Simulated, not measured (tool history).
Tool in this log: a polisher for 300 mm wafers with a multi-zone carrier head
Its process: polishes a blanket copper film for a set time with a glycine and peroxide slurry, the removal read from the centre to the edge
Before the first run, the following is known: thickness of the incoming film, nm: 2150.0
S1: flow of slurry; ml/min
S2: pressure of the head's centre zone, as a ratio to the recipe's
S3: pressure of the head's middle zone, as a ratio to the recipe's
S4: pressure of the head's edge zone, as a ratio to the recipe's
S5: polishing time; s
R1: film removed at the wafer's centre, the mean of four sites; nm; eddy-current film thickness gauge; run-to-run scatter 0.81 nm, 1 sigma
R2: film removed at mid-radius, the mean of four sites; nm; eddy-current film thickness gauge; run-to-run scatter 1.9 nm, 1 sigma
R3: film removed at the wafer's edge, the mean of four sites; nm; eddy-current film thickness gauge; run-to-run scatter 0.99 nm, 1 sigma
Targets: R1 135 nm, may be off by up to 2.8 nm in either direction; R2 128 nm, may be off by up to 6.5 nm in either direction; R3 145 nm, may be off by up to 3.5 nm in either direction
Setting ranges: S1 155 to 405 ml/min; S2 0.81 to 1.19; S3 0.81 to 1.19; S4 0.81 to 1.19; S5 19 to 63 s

run 1 hour=0 | S1=260 S2=1 S3=1 S4=1 S5=41 | R1=209.19 R2=202.69 R3=204.65
run 2 hour=3.7 | S1=260 S2=1 S3=1 S4=1 S5=45 | R1=228.97 R2=227.91 R3=223.41
run 3 hour=4.8 | S1=250 S2=0.97 S3=0.97 S4=0.97 S5=42 | R1=207.05 R2=201.65 R3=206.76
run 4 hour=10.4 | S1=250 S2=0.97 S3=0.97 S4=0.89 S5=42 | R1=205.39 R2=200.19 R3=201.05
run 5 hour=12.7 | S1=245 S2=0.95 S3=0.95 S4=0.88 S5=40 | R1=190.77 R2=188.8 R3=192.16
run 6 hour=20.7 | S1=240 S2=0.94 S3=0.93 S4=0.87 S5=38 | R1=180.35 R2=175.46 R3=181.03
run 7 hour=25.3 | S1=235 S2=0.93 S3=0.91 S4=0.86 S5=36 | R1=169.53 R2=165.83 R3=171.64
-- hour=33.9 edge zone pressure recalibrated
run 8 hour=33.9 | S1=230 S2=0.92 S3=0.89 S4=0.87 S5=35 | R1=162.1 R2=154 R3=167.27
run 9 hour=39.4 | S1=205 S2=0.85 S3=0.83 S4=0.81 S5=30 | R1=127.49 R2=127.01 R3=140.25
run 10 hour=46.3 | S1=215 S2=0.85 S3=0.83 S4=0.82 S5=30 | R1=126.94 R2=121.46 R3=141.68
run 11 hour=49.9 | S1=220 S2=0.86 S3=0.84 S4=0.82 S5=30 | R1=129.23 R2=124.71 R3=144.04
run 12 hour=53.3 | S1=220 S2=0.86 S3=0.84 S4=0.82 S5=30 | R1=129.65 R2=127.48 R3=143.11
run 13 hour=54.4 | S1=225 S2=0.87 S3=0.84 S4=0.82 S5=30 | R1=131 R2=130.79 R3=143.24
run 14 hour=57.3 | S1=225 S2=0.87 S3=0.84 S4=0.83 S5=30 | R1=132.57 R2=128.48 R3=143.43
run 15 hour=60.9 | S1=230 S2=0.87 S3=0.84 S4=0.83 S5=30 | R1=131.19 R2=126.14 R3=143.58

Which single option among these 5 for the next run brings every result within its allowed miss of target? Just one does.
run A hour=64.5 | S1=265 S2=0.91 S3=0.86 S4=0.93 S5=29 | R1=? R2=? R3=?
run B hour=64.5 | S1=190 S2=0.83 S3=0.84 S4=0.83 S5=31 | R1=? R2=? R3=?
run C hour=64.5 | S1=250 S2=0.84 S3=0.81 S4=0.88 S5=30 | R1=? R2=? R3=?
run D hour=64.5 | S1=185 S2=0.84 S3=0.81 S4=0.91 S5=30 | R1=? R2=? R3=?
run E hour=64.5 | S1=235 S2=0.88 S3=0.81 S4=0.88 S5=29 | R1=? R2=? R3=?

move=A R1=133.49 R2=126.43 R3=144.07
move=B R1=126.4 R2=129.28 R3=146.14
move=C R1=126.73 R2=124.04 R3=146.2
move=D R1=123.49 R2=121.17 R3=145.12
move=E R1=127.73 R2=119.32 R3=140.83
A: every result within its allowed miss
B: its largest miss is bigger than the last run's
C: its largest miss is bigger than the last run's
D: its largest miss is bigger than the last run's
E: its largest miss is bigger than the last run's
A is the move that brings every result within its allowed miss.
